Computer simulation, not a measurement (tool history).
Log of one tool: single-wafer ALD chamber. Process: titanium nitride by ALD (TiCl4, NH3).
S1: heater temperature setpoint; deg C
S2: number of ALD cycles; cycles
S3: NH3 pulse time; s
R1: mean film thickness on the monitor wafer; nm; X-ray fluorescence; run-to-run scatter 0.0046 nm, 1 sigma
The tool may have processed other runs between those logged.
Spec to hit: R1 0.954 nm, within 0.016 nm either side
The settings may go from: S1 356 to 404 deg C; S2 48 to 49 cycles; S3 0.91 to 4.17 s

| run | hour | S1 | S2 | S3 | R1 |
|---|---|---|---|---|---|
| 1 | 0 | 380 | 48 | 2.54 | 1.0188 |
| 2 | 7.8 | 389 | 48 | 2.54 | 1.0371 |
| 3 | 8.5 | 386 | 48 | 2.37 | 1.0229 |
| 4 | 16.7 | 386 | 48 | 1.68 | 1.0009 |
| 5 | 22.3 | 386 | 49 | 1.68 | 1.0142 |
| 6 | 22.9 | 381 | 49 | 1.68 | 1.0176 |
| 7 | 25 | 379 | 49 | 1.59 | 1.0141 |
| 8 | 29.7 | 377 | 49 | 1.51 | 1.0075 |
| 9 | 36.3 | 376 | 49 | 1.44 | 0.98859 |
| 10 | 42.1 | 375 | 49 | 1.44 | 0.9861 |
| 11 | 45.2 | 374 | 49 | 1.44 | 0.99712 |
| 12 | 52.7 | 384 | 48 | 0.91 | 0.90749 |

Of the 4 settings listed for the next run, only one would bring every result within its allowed miss of target. Which one?
| A | 60.2 | 378 | 49 | 0.94 | ? |
| B | 60.2 | 383 | 48 | 0.92 | ? |
| C | 60.2 | 388 | 48 | 1.36 | ? |
| D | 60.2 | 381 | 49 | 1.02 | ? |

| move | R1 |
|---|---|
| A | 0.92977 |
| B | 0.91763 |
| C | 0.9898 |
| D | 0.9547 |
A: nearer than the last run, and not there yet
B: nearer than the last run, and not there yet
C: the result that was furthest off in the last run now lies on the other side of its target
D: all results in spec
The right move is D.

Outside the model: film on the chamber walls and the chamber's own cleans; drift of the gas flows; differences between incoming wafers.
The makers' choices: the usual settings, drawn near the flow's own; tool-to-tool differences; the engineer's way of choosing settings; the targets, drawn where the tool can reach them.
